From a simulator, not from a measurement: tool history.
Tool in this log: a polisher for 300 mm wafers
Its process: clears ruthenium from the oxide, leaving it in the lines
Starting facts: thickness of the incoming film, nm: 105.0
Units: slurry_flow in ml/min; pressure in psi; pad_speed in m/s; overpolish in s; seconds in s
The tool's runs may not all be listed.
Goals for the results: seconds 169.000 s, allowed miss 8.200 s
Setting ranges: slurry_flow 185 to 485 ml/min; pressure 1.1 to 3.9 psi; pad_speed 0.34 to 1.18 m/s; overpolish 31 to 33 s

{"run": 1, "hour": 0.0, "slurry_flow": 310, "pressure": 2.5, "pad_speed": 0.76, "overpolish": 31, "seconds": 115.99}
{"run": 2, "hour": 6.3, "slurry_flow": 310, "pressure": 3.0, "pad_speed": 0.76, "overpolish": 31, "seconds": 97.239}
{"run": 3, "hour": 7.9, "slurry_flow": 310, "pressure": 3.6, "pad_speed": 0.76, "overpolish": 31, "seconds": 81.841}
{"run": 4, "hour": 10.0, "slurry_flow": 310, "pressure": 3.0, "pad_speed": 0.74, "overpolish": 31, "seconds": 99.325}
{"run": 5, "hour": 11.1, "slurry_flow": 310, "pressure": 2.5, "pad_speed": 0.72, "overpolish": 31, "seconds": 121.55}
{"run": 6, "hour": 16.3, "slurry_flow": 310, "pressure": 2.5, "pad_speed": 0.6, "overpolish": 31, "seconds": 144.0}
{"run": 7, "hour": 20.6, "slurry_flow": 310, "pressure": 2.4, "pad_speed": 0.6, "overpolish": 31, "seconds": 155.9}
{"run": 8, "hour": 22.9, "slurry_flow": 310, "pressure": 2.3, "pad_speed": 0.6, "overpolish": 31, "seconds": 158.28}

Consider the 5 candidate settings below. Which is the only one whose results all fall within their allowed miss of target?
{"run": "A", "hour": 25.2, "slurry_flow": 270, "pressure": 2.1, "pad_speed": 0.62, "overpolish": 31, "seconds": "?"}
{"run": "B", "hour": 25.2, "slurry_flow": 325, "pressure": 2.5, "pad_speed": 0.66, "overpolish": 31, "seconds": "?"}
{"run": "C", "hour": 25.2, "slurry_flow": 380, "pressure": 2.9, "pad_speed": 0.52, "overpolish": 31, "seconds": "?"}
{"run": "D", "hour": 25.2, "slurry_flow": 185, "pressure": 2.6, "pad_speed": 0.6, "overpolish": 33, "seconds": "?"}
{"run": "E", "hour": 25.2, "slurry_flow": 240, "pressure": 3.0, "pad_speed": 0.48, "overpolish": 33, "seconds": "?"}

move=A seconds=172.230
move=B seconds=134.820
move=C seconds=143.240
move=D seconds=152.330
move=E seconds=155.920
A: meets every target
B: further off than the last run
C: further off than the last run
D: further off than the last run
E: further off than the last run
Go with A: it meets all targets.
